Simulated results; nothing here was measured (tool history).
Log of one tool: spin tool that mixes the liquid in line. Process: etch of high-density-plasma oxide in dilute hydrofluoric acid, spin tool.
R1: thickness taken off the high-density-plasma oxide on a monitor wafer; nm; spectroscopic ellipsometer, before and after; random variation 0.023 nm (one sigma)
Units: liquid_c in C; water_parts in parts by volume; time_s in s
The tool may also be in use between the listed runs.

{"run": 1, "day": 0.0, "liquid_c": 23.0, "water_parts": 280, "time_s": 260, "R1": 3.4615}
{"run": 2, "day": 0.075, "liquid_c": 23.0, "water_parts": 280, "time_s": 280, "R1": 3.6871}
{"run": 3, "day": 0.167, "liquid_c": 20.5, "water_parts": 280, "time_s": 280, "R1": 3.3343}
{"run": 4, "day": 0.304, "liquid_c": 20.5, "water_parts": 340, "time_s": 280, "R1": 2.6054}
{"run": 5, "day": 0.404, "liquid_c": 19.5, "water_parts": 350, "time_s": 280, "R1": 2.4814}
{"run": 6, "day": 0.446, "liquid_c": 19.0, "water_parts": 360, "time_s": 280, "R1": 2.3298}

The next listed run, before its measurement:
{"run": 7, "day": 0.55, "liquid_c": 18.5, "water_parts": 365, "time_s": 280, "R1": "?"}

R1: 2.1916 nm
